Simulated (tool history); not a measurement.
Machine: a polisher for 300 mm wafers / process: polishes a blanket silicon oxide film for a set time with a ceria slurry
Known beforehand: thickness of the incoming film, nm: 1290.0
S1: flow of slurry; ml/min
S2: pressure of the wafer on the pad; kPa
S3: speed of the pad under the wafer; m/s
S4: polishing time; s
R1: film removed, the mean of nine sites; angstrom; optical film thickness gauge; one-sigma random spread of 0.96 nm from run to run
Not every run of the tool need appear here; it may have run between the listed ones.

run 1 hour=0 | S1=275 S2=15.9 S3=1.12 S4=27 | R1=1092.2
run 2 hour=6.4 | S1=335 S2=15.9 S3=1.12 S4=27 | R1=1128.1
run 3 hour=8.7 | S1=335 S2=20 S3=1.12 S4=27 | R1=1297.3
run 4 hour=9.8 | S1=335 S2=23.4 S3=1.12 S4=27 | R1=1483
run 5 hour=15.6 | S1=335 S2=20.7 S3=1.12 S4=27 | R1=1344
run 6 hour=21.2 | S1=335 S2=18.6 S3=1.1 S4=27 | R1=1231.6
run 7 hour=27.4 | S1=335 S2=14.5 S3=1.06 S4=27 | R1=983.06

The next listed run, before its measurement:
run 8 hour=34.6 | S1=335 S2=13.8 S3=1.06 S4=27 | R1=?

{"run 8": {"R1": 976.16}}
